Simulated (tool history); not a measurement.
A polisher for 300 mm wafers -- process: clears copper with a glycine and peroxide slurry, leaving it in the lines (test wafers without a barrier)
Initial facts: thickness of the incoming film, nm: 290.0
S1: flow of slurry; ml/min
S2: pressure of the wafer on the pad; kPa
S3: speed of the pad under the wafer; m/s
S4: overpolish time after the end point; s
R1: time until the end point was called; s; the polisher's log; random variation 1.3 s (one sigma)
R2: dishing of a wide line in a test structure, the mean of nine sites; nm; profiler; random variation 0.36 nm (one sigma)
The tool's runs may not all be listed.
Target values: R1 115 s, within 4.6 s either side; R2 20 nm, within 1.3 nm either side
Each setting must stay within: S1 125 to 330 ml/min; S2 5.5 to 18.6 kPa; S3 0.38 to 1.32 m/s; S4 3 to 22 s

run 1 hour=0 | S1=210 S2=11.7 S3=0.84 S4=11 | R1=87.04 R2=20.216
run 2 hour=5.5 | S1=210 S2=11 S3=0.84 S4=11 | R1=88.72 R2=20.388
run 3 hour=10.7 | S1=210 S2=10.3 S3=0.84 S4=11 | R1=94.023 R2=19.652
run 4 hour=16 | S1=210 S2=10.3 S3=1 S4=11 | R1=82.397 R2=21.246
run 5 hour=18.6 | S1=210 S2=10.3 S3=1.16 S4=11 | R1=75.127 R2=22.003
run 6 hour=23.2 | S1=190 S2=10.3 S3=1.16 S4=11 | R1=74.694 R2=22.282
run 7 hour=30.9 | S1=190 S2=9.7 S3=1.14 S4=11 | R1=81.598 R2=20.976
run 8 hour=32.5 | S1=185 S2=9 S3=1.14 S4=11 | R1=83.133 R2=20.611
run 9 hour=36.9 | S1=185 S2=8.3 S3=1.12 S4=11 | R1=87.627 R2=20.205
run 10 hour=39.9 | S1=185 S2=8.3 S3=1.1 S4=11 | R1=88.673 R2=19.603
run 11 hour=45.4 | S1=185 S2=8.3 S3=1.08 S4=11 | R1=89.996 R2=20.488
run 12 hour=48.8 | S1=185 S2=8.3 S3=1.06 S4=11 | R1=92.538 R2=19.788
run 13 hour=55.3 | S1=180 S2=6.9 S3=1.02 S4=12 | R1=104.65 R2=19.529
run 14 hour=60 | S1=175 S2=6.2 S3=1.02 S4=13 | R1=111.01 R2=19.518
run 15 hour=64.6 | S1=175 S2=6.2 S3=1.02 S4=14 | R1=109.96 R2=21.001

Next run, 4 choices. One meets every target within its allowed miss, the rest don't. Which?
run A hour=69.2 | S1=155 S2=6.9 S3=1.06 S4=12 | R1=? R2=?
run B hour=69.2 | S1=210 S2=6.2 S3=0.94 S4=13 | R1=? R2=?
run C hour=69.2 | S1=155 S2=7.6 S3=1.02 S4=17 | R1=? R2=?
run D hour=69.2 | S1=185 S2=6.9 S3=1 S4=13 | R1=? R2=?

move=A R1=103.48 R2=19.857
move=B R1=113.17 R2=20.062
move=C R1=101 R2=24.983
move=D R1=104.98 R2=20.869
A: misses by more than the last run did
B: all results in spec
C: misses by more than the last run did
D: misses by more than the last run did
B is the move that brings every result within its allowed miss.
